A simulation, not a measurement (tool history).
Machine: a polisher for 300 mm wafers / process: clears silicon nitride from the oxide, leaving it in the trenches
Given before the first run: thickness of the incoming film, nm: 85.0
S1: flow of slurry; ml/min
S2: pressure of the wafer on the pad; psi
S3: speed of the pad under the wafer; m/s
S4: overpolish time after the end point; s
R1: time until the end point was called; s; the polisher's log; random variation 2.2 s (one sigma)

| run | hour | S1 | S2 | S3 | S4 | R1 |
|---|---|---|---|---|---|---|
| 1 | 0.0 | 240 | 3.1 | 0.84 | 24 | 126.57 |
| 2 | 1.4 | 235 | 2.7 | 0.82 | 24 | 146.13 |
| 3 | 9.5 | 235 | 2.4 | 0.78 | 24 | 170.45 |
| 4 | 16.6 | 235 | 2.4 | 0.66 | 24 | 200.95 |
| 5 | 24.4 | 235 | 2.4 | 0.80 | 24 | 168.44 |
| 6 | 32.0 | 235 | 2.4 | 0.80 | 24 | 165.82 |
| 7 | 36.9 | 235 | 2.2 | 0.78 | 24 | 183.64 |
| 8 | 40.3 | 225 | 1.4 | 0.72 | 24 | 297.95 |

Run 9 is up next; what results do you expect?
| 9 | 48.4 | 295 | 1.7 | 0.72 | 24 | ? |

Run 9 measured R1 243.10 s.
